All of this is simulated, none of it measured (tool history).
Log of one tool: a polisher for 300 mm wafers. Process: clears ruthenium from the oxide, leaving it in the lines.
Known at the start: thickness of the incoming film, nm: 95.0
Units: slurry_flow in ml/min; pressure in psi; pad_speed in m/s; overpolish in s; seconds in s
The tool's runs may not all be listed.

| run | day | slurry_flow | pressure | pad_speed | overpolish | seconds |
|---|---|---|---|---|---|---|
| 1 | 0 | 220 | 2.2 | 0.78 | 38 | 95.118 |
| 2 | 0.1 | 220 | 2.5 | 0.78 | 38 | 82.899 |
| 3 | 0.417 | 220 | 2.7 | 0.78 | 38 | 78.4 |
| 4 | 0.688 | 220 | 2.7 | 0.78 | 41 | 79.2 |
| 5 | 0.804 | 220 | 2.7 | 0.78 | 41 | 79.345 |
| 6 | 0.925 | 220 | 2.9 | 0.78 | 41 | 73.276 |
| 7 | 1.021 | 220 | 3.1 | 0.78 | 41 | 69.038 |
| 8 | 1.071 | 220 | 3.2 | 0.78 | 41 | 66.716 |
| 9 | 1.35 | 220 | 3.3 | 0.78 | 41 | 64.973 |

Run 10 comes next. What will it give?
| 10 | 1.392 | 220 | 3.4 | 0.78 | 41 | ? |

Run 10 gave seconds 63.902 s.
